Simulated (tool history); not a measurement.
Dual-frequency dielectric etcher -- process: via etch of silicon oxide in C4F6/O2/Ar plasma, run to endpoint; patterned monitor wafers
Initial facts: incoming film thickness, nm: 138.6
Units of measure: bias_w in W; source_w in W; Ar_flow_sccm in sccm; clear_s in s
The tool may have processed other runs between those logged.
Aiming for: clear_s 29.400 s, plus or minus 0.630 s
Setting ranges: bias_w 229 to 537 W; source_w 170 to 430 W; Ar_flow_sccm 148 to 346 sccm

| run | hour | bias_w | source_w | Ar_flow_sccm | clear_s |
|---|---|---|---|---|---|
| 1 | 0.0 | 383 | 300 | 247 | 34.479 |
| 2 | 3.8 | 357 | 300 | 247 | 35.197 |
| 3 | 8.0 | 403 | 320 | 244 | 33.600 |
| 4 | 15.2 | 403 | 320 | 227 | 33.499 |
| 5 | 23.4 | 403 | 320 | 194 | 33.046 |
| 6 | 25.5 | 351 | 320 | 194 | 34.246 |
| 7 | 28.3 | 394 | 340 | 191 | 32.789 |
| 8 | 36.3 | 428 | 360 | 188 | 31.382 |
| 9 | 44.5 | 449 | 370 | 187 | 30.474 |
| 10 | 45.7 | 460 | 370 | 186 | 30.640 |

Which of these 4 next moves meets every target?
| A | 46.9 | 451 | 410 | 167 | ? |
| B | 46.9 | 410 | 320 | 215 | ? |
| C | 46.9 | 534 | 430 | 237 | ? |
| D | 46.9 | 533 | 430 | 155 | ? |

| move | clear_s |
|---|---|
| A | 29.699 |
| B | 33.240 |
| C | 28.525 |
| D | 27.742 |
A: all results in spec
B: lands further from the targets than the last run did
C: moves the result that the last run missed by most past its target, out the other side
D: moves the result that the last run missed by most past its target, out the other side
Move A is the one to make.
